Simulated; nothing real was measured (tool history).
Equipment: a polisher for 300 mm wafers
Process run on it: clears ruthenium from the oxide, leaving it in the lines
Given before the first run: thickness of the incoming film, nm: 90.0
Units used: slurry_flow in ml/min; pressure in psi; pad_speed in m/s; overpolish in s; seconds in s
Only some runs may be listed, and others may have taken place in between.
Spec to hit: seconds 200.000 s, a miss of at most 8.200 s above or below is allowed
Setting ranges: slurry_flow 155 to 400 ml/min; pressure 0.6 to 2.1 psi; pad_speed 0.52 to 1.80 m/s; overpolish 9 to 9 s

Run 1, hour 0.0: slurry_flow 255 ml/min, pressure 1.3 psi, pad_speed 1.16 m/s, overpolish 9 s. Result: seconds 114.700 s.
Run 2, hour 2.7: slurry_flow 255 ml/min, pressure 1.2 psi, pad_speed 1.16 m/s, overpolish 9 s. Result: seconds 125.770 s.
Run 3, hour 5.7: slurry_flow 255 ml/min, pressure 1.1 psi, pad_speed 1.16 m/s, overpolish 9 s. Result: seconds 135.150 s.
Run 4, hour 13.5: slurry_flow 255 ml/min, pressure 1.4 psi, pad_speed 1.16 m/s, overpolish 9 s. Result: seconds 105.660 s.
Run 5, hour 15.1: slurry_flow 255 ml/min, pressure 1.6 psi, pad_speed 1.16 m/s, overpolish 9 s. Result: seconds 93.982 s.
Run 6, hour 17.9: slurry_flow 255 ml/min, pressure 1.5 psi, pad_speed 1.14 m/s, overpolish 9 s. Result: seconds 101.080 s.
Run 7, hour 25.1: slurry_flow 255 ml/min, pressure 1.4 psi, pad_speed 1.14 m/s, overpolish 9 s. Result: seconds 109.620 s.
Run 8, hour 30.5: slurry_flow 255 ml/min, pressure 1.3 psi, pad_speed 1.14 m/s, overpolish 9 s. Result: seconds 118.140 s.
Run 9, hour 31.6: slurry_flow 255 ml/min, pressure 1.2 psi, pad_speed 1.14 m/s, overpolish 9 s. Result: seconds 130.200 s.
Run 10, hour 33.8: slurry_flow 255 ml/min, pressure 1.1 psi, pad_speed 1.14 m/s, overpolish 9 s. Result: seconds 140.320 s.
Run 11, hour 42.1: slurry_flow 255 ml/min, pressure 1.0 psi, pad_speed 1.14 m/s, overpolish 9 s. Result: seconds 151.590 s.
Run 12, hour 47.9: slurry_flow 255 ml/min, pressure 0.8 psi, pad_speed 1.14 m/s, overpolish 9 s. Result: seconds 191.700 s.
Run 13, hour 56.3: slurry_flow 255 ml/min, pressure 0.8 psi, pad_speed 1.14 m/s, overpolish 9 s. Result: seconds 183.360 s.
Run 14, hour 58.2: slurry_flow 255 ml/min, pressure 0.7 psi, pad_speed 1.14 m/s, overpolish 9 s. Result: seconds 217.530 s.
Run 15, hour 60.3: slurry_flow 255 ml/min, pressure 0.8 psi, pad_speed 1.14 m/s, overpolish 9 s. Result: seconds 189.420 s.
Run 16, hour 68.8: slurry_flow 255 ml/min, pressure 0.7 psi, pad_speed 1.14 m/s, overpolish 9 s. Result: seconds 218.800 s.
Run 17, hour 72.1: slurry_flow 255 ml/min, pressure 0.8 psi, pad_speed 1.14 m/s, overpolish 9 s. Result: seconds 186.780 s.
Run 18, hour 80.0: slurry_flow 255 ml/min, pressure 0.7 psi, pad_speed 1.14 m/s, overpolish 9 s. Result: seconds 216.010 s.
Run 19, hour 85.6: slurry_flow 255 ml/min, pressure 0.8 psi, pad_speed 1.14 m/s, overpolish 9 s. Result: seconds 191.450 s.

4 next moves are on the table. One of them brings every result within its allowed miss. Which?
Run A, hour 91.2: slurry_flow 250 ml/min, pressure 0.8 psi, pad_speed 1.18 m/s, overpolish 9 s. Result: seconds ?.
Run B, hour 91.2: slurry_flow 155 ml/min, pressure 1.0 psi, pad_speed 0.92 m/s, overpolish 9 s. Result: seconds ?.
Run C, hour 91.2: slurry_flow 225 ml/min, pressure 0.9 psi, pad_speed 1.08 m/s, overpolish 9 s. Result: seconds ?.
Run D, hour 91.2: slurry_flow 325 ml/min, pressure 0.7 psi, pad_speed 1.30 m/s, overpolish 9 s. Result: seconds ?.

move  seconds
   A  180.990
   B  196.920
   C  178.160
   D  182.650
A: its largest miss is bigger than the last run's
B: every result within its allowed miss
C: its largest miss is bigger than the last run's
D: its largest miss is bigger than the last run's
The right move is B.

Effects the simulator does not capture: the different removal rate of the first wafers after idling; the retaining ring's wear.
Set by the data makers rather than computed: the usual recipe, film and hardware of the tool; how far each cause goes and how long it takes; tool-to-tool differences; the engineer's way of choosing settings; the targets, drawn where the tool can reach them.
